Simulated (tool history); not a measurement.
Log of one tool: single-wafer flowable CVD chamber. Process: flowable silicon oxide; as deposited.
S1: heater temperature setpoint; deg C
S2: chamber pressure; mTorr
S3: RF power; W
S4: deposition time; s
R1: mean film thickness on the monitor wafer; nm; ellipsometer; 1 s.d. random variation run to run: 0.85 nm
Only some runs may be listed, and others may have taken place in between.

{"run": 1, "hour": 0.0, "S1": 100, "S2": 1110, "S3": 1790, "S4": 621, "R1": 521.26}
{"run": 2, "hour": 7.8, "S1": 101, "S2": 1110, "S3": 1790, "S4": 621, "R1": 501.57}
{"run": 3, "hour": 12.3, "S1": 102, "S2": 1110, "S3": 1790, "S4": 621, "R1": 481.91}
{"run": 4, "hour": 21.1, "S1": 102, "S2": 1200, "S3": 1790, "S4": 621, "R1": 523.85}
{"run": 5, "hour": 29.9, "S1": 103, "S2": 1200, "S3": 1790, "S4": 621, "R1": 501.98}
{"run": 6, "hour": 38.6, "S1": 104, "S2": 1200, "S3": 1790, "S4": 621, "R1": 482.66}

Estimate the outcome of run 7 from the log above:
{"run": 7, "hour": 44.5, "S1": 104, "S2": 1200, "S3": 1790, "S4": 621, "R1": "?"}

{"run 7": {"R1": 483.8}}
